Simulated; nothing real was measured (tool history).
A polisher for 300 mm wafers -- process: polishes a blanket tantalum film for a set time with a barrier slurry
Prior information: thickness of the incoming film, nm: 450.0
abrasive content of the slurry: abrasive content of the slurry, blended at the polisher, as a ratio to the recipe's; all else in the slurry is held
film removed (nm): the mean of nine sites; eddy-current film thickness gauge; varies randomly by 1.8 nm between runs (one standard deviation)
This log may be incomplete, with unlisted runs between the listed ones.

| run | hour | flow of slurry (ml/min) | pressure of the wafer on the pad (psi) | speed of the pad under the wafer (m/s) | abrasive content of the slurry | polishing time (s) | film removed (nm) |
|---|---|---|---|---|---|---|---|
| 1 | 0 | 270 | 1.8 | 0.96 | 1 | 95 | 125.26 |
| 2 | 5 | 270 | 1.8 | 1.14 | 1 | 95 | 139.13 |
| 3 | 13.8 | 270 | 1.9 | 1.14 | 1 | 95 | 148.53 |
| 4 | 22.5 | 270 | 1.9 | 1.14 | 1 | 95 | 152.65 |
| 5 | 30.9 | 270 | 1.9 | 0.9 | 1 | 95 | 124.58 |
| 6 | 34.1 | 270 | 1.9 | 0.7 | 1 | 95 | 105.27 |
| 7 | 43 | 270 | 2.2 | 0.72 | 1 | 95 | 121.95 |
| 8 | 51.3 | 270 | 2.4 | 0.74 | 1 | 95 | 137.39 |
| 9 | 55.5 | 270 | 2.5 | 0.74 | 1 | 95 | 144.4 |

What will run 10 give?
| 10 | 58.2 | 270 | 2.6 | 0.74 | 1 | 95 | ? |

Run 10 yielded film removed (nm) 149.11.

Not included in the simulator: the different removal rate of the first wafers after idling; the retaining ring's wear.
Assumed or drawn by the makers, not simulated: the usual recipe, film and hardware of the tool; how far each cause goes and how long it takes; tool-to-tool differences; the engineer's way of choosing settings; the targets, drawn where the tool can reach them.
